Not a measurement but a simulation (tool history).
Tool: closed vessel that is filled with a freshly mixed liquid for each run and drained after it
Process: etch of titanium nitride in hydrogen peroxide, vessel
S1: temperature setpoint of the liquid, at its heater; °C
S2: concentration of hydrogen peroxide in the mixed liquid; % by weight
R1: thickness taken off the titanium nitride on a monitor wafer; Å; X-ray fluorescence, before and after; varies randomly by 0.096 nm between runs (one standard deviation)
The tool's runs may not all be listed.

Run 1, hour 0.0: S1 51.0 °C, S2 22.5 % by weight, time in the liquid (s) 185. Result: R1 167.03 Å.
Run 2, hour 4.8: S1 45.0 °C, S2 22.5 % by weight, time in the liquid (s) 185. Result: R1 108.68 Å.
Run 3, hour 10.3: S1 45.0 °C, S2 22.5 % by weight, time in the liquid (s) 185. Result: R1 107.76 Å.
Run 4, hour 12.0: S1 47.0 °C, S2 22.5 % by weight, time in the liquid (s) 185. Result: R1 124.92 Å.
Run 5, hour 15.7: S1 47.0 °C, S2 22.5 % by weight, time in the liquid (s) 195. Result: R1 131.36 Å.
Run 6, hour 23.5: S1 47.0 °C, S2 22.5 % by weight, time in the liquid (s) 185. Result: R1 124.33 Å.

What will run 7 give?
Run 7, hour 32.0: S1 48.5 °C, S2 22.5 % by weight, time in the liquid (s) 185. Result: R1 ?.

{"run 7": {"R1": 139.11}}
